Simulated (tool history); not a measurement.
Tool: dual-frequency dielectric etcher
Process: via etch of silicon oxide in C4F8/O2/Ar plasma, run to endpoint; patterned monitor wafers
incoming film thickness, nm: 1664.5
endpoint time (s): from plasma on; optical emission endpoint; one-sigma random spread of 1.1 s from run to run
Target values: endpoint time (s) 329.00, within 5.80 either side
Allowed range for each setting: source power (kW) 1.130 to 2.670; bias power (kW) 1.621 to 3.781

| run | hour | source power (kW) | bias power (kW) | endpoint time (s) |
|---|---|---|---|---|
| 1 | 0.0 | 1.900 | 2.701 | 291.08 |
| 2 | 8.7 | 2.070 | 2.701 | 281.55 |
| 3 | 16.3 | 2.070 | 3.167 | 264.17 |
| 4 | 19.2 | 1.970 | 3.126 | 273.86 |
| 5 | 20.2 | 1.890 | 3.108 | 279.32 |
| 6 | 22.4 | 1.890 | 2.662 | 292.27 |
| 7 | 28.4 | 1.830 | 2.646 | 297.31 |
| 8 | 35.3 | 1.450 | 2.530 | 342.77 |
| 9 | 41.0 | 1.460 | 2.532 | 339.66 |
| 10 | 49.0 | 1.470 | 2.534 | 337.22 |
| 11 | 50.1 | 1.470 | 2.534 | 339.46 |
| 12 | 52.2 | 1.630 | 2.574 | 320.38 |
| 13 | 55.5 | 1.620 | 2.572 | 320.51 |
| 14 | 59.2 | 1.610 | 2.570 | 322.47 |
| 15 | 68.3 | 1.600 | 2.569 | 320.91 |

Which single option among these 4 for the next run brings every result within its allowed miss of target? Just one does.
| A | 77.4 | 1.520 | 2.804 | ? |
| B | 77.4 | 1.550 | 2.523 | ? |
| C | 77.4 | 1.630 | 2.704 | ? |
| D | 77.4 | 1.680 | 2.530 | ? |

| move | endpoint time (s) |
|---|---|
| A | 321.34 |
| B | 330.13 |
| C | 314.15 |
| D | 316.65 |
A: nearer the targets than the last run, but a result is still out of spec
B: every result lands within tolerance
C: misses by more than the last run did
D: misses by more than the last run did
B is the move that brings every result within its allowed miss.
